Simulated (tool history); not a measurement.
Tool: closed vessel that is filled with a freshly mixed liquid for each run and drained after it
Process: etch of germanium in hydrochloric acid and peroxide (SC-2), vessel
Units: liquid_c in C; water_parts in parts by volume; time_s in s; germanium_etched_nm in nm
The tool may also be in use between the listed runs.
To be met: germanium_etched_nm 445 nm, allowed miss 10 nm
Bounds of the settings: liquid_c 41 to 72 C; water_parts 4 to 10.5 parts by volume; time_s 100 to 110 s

run,hour,liquid_c,water_parts,time_s,germanium_etched_nm
1,0,57,5.5,100,342.76
2,1.3,58,5.5,100,354.53
3,6.2,60.5,5.5,100,377.74
4,10,60.5,4,100,387.9
5,15.8,61,4,100,389.35
6,19.5,61,4,100,386.5
7,28.6,61.5,4,100,393.03
8,36.4,62,4,100,401.38
9,42.5,62.5,4,100,404.03
10,48.1,63,4,100,411.78
11,51.6,63.5,4,100,416.57
12,55.3,64,4,100,421.33

4 next moves are on the table. One of them brings every result within its allowed miss. Which?
A,59,68,4.5,100,?
B,59,61,7.5,110,?
C,59,65.5,4,105,?
D,59,64,4,105,?

move,germanium_etched_nm
A,474.78
B,414.98
C,464.94
D,444.87
A: takes the result that was furthest off past its target
B: further off than the last run
C: takes the result that was furthest off past its target
D: meets every target
Move D is the one to make.
